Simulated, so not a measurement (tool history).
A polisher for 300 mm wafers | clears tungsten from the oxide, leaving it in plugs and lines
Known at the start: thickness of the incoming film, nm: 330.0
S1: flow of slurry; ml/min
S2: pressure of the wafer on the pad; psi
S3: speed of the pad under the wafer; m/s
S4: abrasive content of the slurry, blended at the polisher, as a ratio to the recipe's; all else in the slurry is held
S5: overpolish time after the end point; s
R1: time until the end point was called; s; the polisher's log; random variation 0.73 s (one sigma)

Run 1, hour 0.0: S1 170 ml/min, S2 3.2 psi, S3 1.08 m/s, S4 1.00, S5 10 s. Result: R1 77.886 s.
Run 2, hour 6.1: S1 170 ml/min, S2 3.2 psi, S3 1.08 m/s, S4 1.00, S5 8 s. Result: R1 79.877 s.
Run 3, hour 10.0: S1 170 ml/min, S2 3.2 psi, S3 1.08 m/s, S4 1.15, S5 8 s. Result: R1 77.395 s.
Run 4, hour 18.4: S1 170 ml/min, S2 3.2 psi, S3 1.34 m/s, S4 1.15, S5 8 s. Result: R1 66.397 s.
Run 5, hour 25.2: S1 170 ml/min, S2 3.3 psi, S3 1.34 m/s, S4 1.15, S5 8 s. Result: R1 62.707 s.
Run 6, hour 25.8: S1 205 ml/min, S2 3.3 psi, S3 1.34 m/s, S4 1.15, S5 8 s. Result: R1 61.483 s.

The next listed run, before its measurement:
Run 7, hour 32.6: S1 205 ml/min, S2 3.4 psi, S3 1.34 m/s, S4 1.15, S5 8 s. Result: R1 ?.

Run 7 gave R1 60.107 s.
